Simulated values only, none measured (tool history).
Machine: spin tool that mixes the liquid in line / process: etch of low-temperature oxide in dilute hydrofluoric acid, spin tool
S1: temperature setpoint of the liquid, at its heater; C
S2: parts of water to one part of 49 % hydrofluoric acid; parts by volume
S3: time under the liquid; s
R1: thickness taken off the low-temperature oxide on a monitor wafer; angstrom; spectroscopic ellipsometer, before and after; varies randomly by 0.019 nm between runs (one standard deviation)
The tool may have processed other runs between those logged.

run	day	S1	S2	S3	R1
1	0.000	23.0	245	35	13.353
2	0.196	23.0	215	35	15.917
3	0.358	23.0	215	35	15.957
4	0.662	25.0	205	35	18.307
5	0.779	26.5	200	35	19.832
6	0.946	26.5	265	35	13.909
7	1.162	27.5	245	35	15.818
8	1.404	28.5	225	35	18.095

Expected results for the next run?
9	1.429	29.0	210	35	?

For run 9 the tool returned R1 20.363 angstrom.
